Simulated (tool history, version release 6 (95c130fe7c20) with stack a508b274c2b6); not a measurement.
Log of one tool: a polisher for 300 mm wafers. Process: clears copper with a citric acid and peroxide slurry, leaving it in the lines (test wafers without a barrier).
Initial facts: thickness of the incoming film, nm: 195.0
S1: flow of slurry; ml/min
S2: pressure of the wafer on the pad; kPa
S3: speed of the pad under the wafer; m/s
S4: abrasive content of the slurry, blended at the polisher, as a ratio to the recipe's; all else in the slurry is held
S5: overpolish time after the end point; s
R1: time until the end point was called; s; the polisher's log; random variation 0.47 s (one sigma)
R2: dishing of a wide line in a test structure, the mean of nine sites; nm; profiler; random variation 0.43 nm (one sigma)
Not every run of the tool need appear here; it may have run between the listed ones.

| run | hour | S1 | S2 | S3 | S4 | S5 | R1 | R2 |
|---|---|---|---|---|---|---|---|---|
| 1 | 0 | 235 | 14.5 | 1.42 | 1 | 20 | 86.95 | 26.898 |
| 2 | 3.9 | 240 | 16.5 | 1.42 | 1 | 19 | 78.201 | 29.159 |
| 3 | 10.4 | 240 | 16.5 | 1.42 | 1 | 12 | 78.856 | 18.721 |
| 4 | 15.2 | 240 | 16.5 | 1.42 | 1 | 16 | 79.165 | 24.612 |
| 5 | 15.9 | 240 | 16.5 | 1.42 | 1.15 | 16 | 73.678 | 25.658 |
| 6 | 21 | 240 | 16.5 | 1.42 | 1.15 | 19 | 74.897 | 29.66 |

Run 7 is up next; what results do you expect?
| 7 | 25.9 | 240 | 17.9 | 1.44 | 1.15 | 18 | ? | ? |

R1: 69.541 s
R2: 29.944 nm
